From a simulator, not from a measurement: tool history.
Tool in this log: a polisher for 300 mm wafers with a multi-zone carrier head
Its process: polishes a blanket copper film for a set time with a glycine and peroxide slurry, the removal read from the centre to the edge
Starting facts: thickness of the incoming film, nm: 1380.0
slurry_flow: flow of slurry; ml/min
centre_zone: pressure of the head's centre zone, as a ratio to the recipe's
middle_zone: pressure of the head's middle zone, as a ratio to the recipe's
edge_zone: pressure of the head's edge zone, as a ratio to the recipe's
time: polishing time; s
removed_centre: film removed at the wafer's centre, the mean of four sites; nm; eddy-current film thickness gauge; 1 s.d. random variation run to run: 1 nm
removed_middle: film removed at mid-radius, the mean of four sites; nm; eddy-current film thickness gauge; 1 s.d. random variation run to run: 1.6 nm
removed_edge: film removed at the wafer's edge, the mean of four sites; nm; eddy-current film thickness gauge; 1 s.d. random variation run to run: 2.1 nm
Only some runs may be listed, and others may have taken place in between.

run  hour  slurry_flow  centre_zone  middle_zone  edge_zone  time  removed_centre  removed_middle  removed_edge
  1     0          305            1            1          1    46          196.42          195.58        190.07
  2     6          295         0.96            1       1.01    46          189.17          195.66        194.17
  3    12          295         0.96         1.05       1.01    46          190.13          204.86        190.66
  4  15.2          295         0.96         1.02       1.01    46          189.94          201.59        197.17
  5  22.2          295         0.96         1.02       1.01    36          147.34          158.64        153.91
  6  23.2          300         0.94         1.04       1.04    37          151.27          166.87        159.06

Run 7 has not been measured yet. What should we expect?
  7    27          295         0.91         1.04       1.06    38               ?               ?             ?

Run 7 measured removed_centre 147.42 nm, removed_middle 167.4 nm, removed_edge 164.88 nm.

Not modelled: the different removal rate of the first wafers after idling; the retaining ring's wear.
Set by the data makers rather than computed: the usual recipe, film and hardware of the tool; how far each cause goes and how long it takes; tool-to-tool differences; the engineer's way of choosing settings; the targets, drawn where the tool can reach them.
